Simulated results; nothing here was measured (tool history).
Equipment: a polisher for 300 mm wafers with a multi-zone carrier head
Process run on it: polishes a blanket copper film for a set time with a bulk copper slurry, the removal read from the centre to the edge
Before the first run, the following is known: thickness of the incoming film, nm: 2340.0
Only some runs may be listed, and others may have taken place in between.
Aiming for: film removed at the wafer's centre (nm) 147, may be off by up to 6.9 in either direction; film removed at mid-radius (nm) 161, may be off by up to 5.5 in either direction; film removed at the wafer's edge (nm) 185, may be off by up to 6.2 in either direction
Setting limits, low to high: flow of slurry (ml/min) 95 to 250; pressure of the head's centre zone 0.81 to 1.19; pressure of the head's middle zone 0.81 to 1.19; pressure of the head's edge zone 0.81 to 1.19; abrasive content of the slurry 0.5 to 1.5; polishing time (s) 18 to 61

run,day,flow of slurry (ml/min),pressure of the head's centre zone,pressure of the head's middle zone,pressure of the head's edge zone,abrasive content of the slurry,polishing time (s),film removed at the wafer's centre (nm),film removed at mid-radius (nm),film removed at the wafer's edge (nm)
1,0,160,1,1,1,1,39,262.86,268.98,278.02
2,0.1,160,1.03,1,1,1,39,278.59,270.37,280.95
3,0.392,145,0.97,0.95,0.98,0.85,36,236.13,226.24,236.97
4,0.754,145,0.97,0.95,0.98,0.7,36,224.87,222.56,237.24
5,0.917,145,0.97,0.9,0.98,0.7,36,224.15,215.66,233.93
6,1.279,115,0.97,0.9,0.98,0.7,36,208.17,199.94,229.23
7,1.417,110,0.92,0.9,0.98,0.65,34,183.32,186.27,207.67
8,1.621,105,0.89,0.88,0.99,0.6,33,170.42,175.39,203.74
9,1.729,100,0.87,0.87,0.98,0.55,33,161.21,170.77,194.25
10,2.092,100,0.85,0.86,0.98,0.55,33,156.35,167.53,195.99
11,2.229,100,0.84,0.86,0.96,0.55,33,159.31,168.89,195.57
12,2.304,100,0.83,0.86,0.96,0.55,33,153.76,167.99,192.94
13,2.629,100,0.83,0.85,0.95,0.55,33,152.3,166.02,195.21

Pick the move, out of 5, that brings all results within their allowed miss; only one does.
A,2.954,95,0.81,0.81,0.89,0.5,31,?,?,?
B,2.954,95,0.81,0.82,1.03,0.75,32,?,?,?
C,2.954,125,0.81,0.85,0.91,0.5,31,?,?,?
D,2.954,105,0.91,0.92,0.92,0.55,31,?,?,?
E,2.954,95,0.88,0.87,0.93,0.75,29,?,?,?

move,film removed at the wafer's centre (nm),film removed at mid-radius (nm),film removed at the wafer's edge (nm)
A,134.5,142.91,171.85
B,146.48,157.15,199.57
C,145.63,159.3,181.83
D,158.04,164.92,179.37
E,144.38,149.47,172.68
A: carries the result that was furthest off beyond its target, to the other side
B: further off than the last run
C: hits every target within its allowed miss
D: the worst result of the last run now meets its target, but another is out of spec
E: carries the result that was furthest off beyond its target, to the other side
The move that meets every target is C.

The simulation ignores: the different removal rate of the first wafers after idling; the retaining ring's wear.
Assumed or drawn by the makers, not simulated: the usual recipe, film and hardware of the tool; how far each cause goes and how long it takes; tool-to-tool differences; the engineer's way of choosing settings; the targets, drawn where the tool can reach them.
